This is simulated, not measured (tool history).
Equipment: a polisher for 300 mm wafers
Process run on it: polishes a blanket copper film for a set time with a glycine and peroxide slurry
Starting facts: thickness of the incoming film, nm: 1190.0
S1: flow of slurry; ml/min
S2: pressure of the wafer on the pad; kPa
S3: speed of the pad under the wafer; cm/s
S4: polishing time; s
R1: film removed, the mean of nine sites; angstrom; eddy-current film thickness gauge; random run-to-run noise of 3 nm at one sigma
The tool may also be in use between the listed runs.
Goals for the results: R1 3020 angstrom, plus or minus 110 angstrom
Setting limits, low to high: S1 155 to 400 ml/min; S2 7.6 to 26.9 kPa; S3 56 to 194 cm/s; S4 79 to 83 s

run,hour,S1,S2,S3,S4,R1
1,0,255,17.2,124,79,4770.8
2,1.5,255,17.2,124,79,4726.8
3,9.1,255,17.2,146,79,5297.9
4,14.6,255,14.5,142,79,4464.4
5,23.2,255,18.6,142,79,5545.8
6,28.4,255,15.9,138,79,4790.4
7,35.4,255,13.8,134,79,4085
8,41.8,255,12.4,134,79,3785.3
9,44.5,255,11.7,134,79,3601.8
10,47.7,255,11,134,79,3518.7
11,49,255,10.3,134,79,3310.6
12,49.7,255,8.3,134,79,2826.4

5 next moves are on the table. One of them brings every result within its allowed miss. Which?
A,50.4,250,9,148,83,?
B,50.4,260,9,146,81,?
C,50.4,245,9.7,136,81,?
D,50.4,245,8.3,176,80,?
E,50.4,270,8.3,136,83,?

move,R1
A,3352.4
B,3254.2
C,3281.4
D,3384.8
E,3020.1
A: takes the biggest miss from the last run beyond its target
B: takes the biggest miss from the last run beyond its target
C: takes the biggest miss from the last run beyond its target
D: takes the biggest miss from the last run beyond its target
E: meets every target
So the answer is move E, the one that meets all the targets.

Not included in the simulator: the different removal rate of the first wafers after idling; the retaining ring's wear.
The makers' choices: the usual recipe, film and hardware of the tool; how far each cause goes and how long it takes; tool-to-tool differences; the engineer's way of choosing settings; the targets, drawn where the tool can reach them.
